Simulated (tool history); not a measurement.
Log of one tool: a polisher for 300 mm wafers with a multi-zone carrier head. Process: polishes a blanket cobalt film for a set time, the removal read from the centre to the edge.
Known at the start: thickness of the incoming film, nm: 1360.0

run	hour	flow of slurry (ml/min)	pressure of the head's centre zone	pressure of the head's middle zone	pressure of the head's edge zone	polishing time (s)	film removed at the wafer's centre (Å)	film removed at mid-radius (Å)	film removed at the wafer's edge (Å)
1	0	225	1	1	1	34	1240.5	1230	1271.9
2	3.7	225	1	0.97	1	34	1218.6	1194.8	1266.7
3	4.6	225	0.96	0.97	1	34	1171.2	1189.4	1280.5
4	7.3	225	0.88	0.97	1	34	1054.9	1202.5	1265.7
5	12.8	225	0.9	0.96	0.97	30	974.68	1037.4	1083.9
6	18.2	220	0.9	0.94	0.94	28	913.51	953.81	1002.8
# hour 21.9: edge zone pressure recalibrated
7	21.9	220	0.9	0.93	0.92	26	843.85	873.98	861.85
8	27.9	210	0.9	0.9	0.92	25	812.87	806.66	859.4
9	31	210	0.9	0.89	0.9	24	761.85	772.74	810.55

What does the tool deliver on the next run?
10	39.8	210	0.91	0.88	0.88	24	?	?	?

{"run 10": {"film removed at the wafer's centre (Å)": 774.88, "film removed at mid-radius (Å)": 768.72, "film removed at the wafer's edge (Å)": 803.01}}
